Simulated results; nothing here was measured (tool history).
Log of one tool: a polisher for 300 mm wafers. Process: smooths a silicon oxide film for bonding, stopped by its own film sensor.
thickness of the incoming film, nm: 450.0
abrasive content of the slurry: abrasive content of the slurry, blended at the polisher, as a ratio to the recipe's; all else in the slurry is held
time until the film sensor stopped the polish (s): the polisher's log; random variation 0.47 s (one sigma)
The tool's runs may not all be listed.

run  hour  flow of slurry (ml/min)  pressure of the wafer on the pad (kPa)  speed of the pad under the wafer (cm/s)  abrasive content of the slurry  target thickness at which the film sensor stops the polish (nm)  time until the film sensor stopped the polish (s)
  1   0.0                      280                                    13.8                                      114                            1.00                                                              392                                             72.875
  2   4.8                      280                                    13.8                                      142                            1.00                                                              392                                             62.134
  3  10.5                      280                                    14.5                                      142                            1.00                                                              392                                             60.897
  4  18.4                      280                                    15.2                                      142                            1.00                                                              392                                             59.314
  5  20.7                      280                                    15.2                                      142                            0.85                                                              392                                             63.009
  6  22.0                      280                                    15.2                                      120                            0.85                                                              392                                             70.899
  7  26.0                      280                                    16.5                                      120                            0.85                                                              392                                             66.237

What does the tool deliver on the next run?
  8  32.7                      280                                    17.9                                      120                            0.85                                                              392                                                  ?

{"run 8": {"time until the film sensor stopped the polish (s)": 63.586}}

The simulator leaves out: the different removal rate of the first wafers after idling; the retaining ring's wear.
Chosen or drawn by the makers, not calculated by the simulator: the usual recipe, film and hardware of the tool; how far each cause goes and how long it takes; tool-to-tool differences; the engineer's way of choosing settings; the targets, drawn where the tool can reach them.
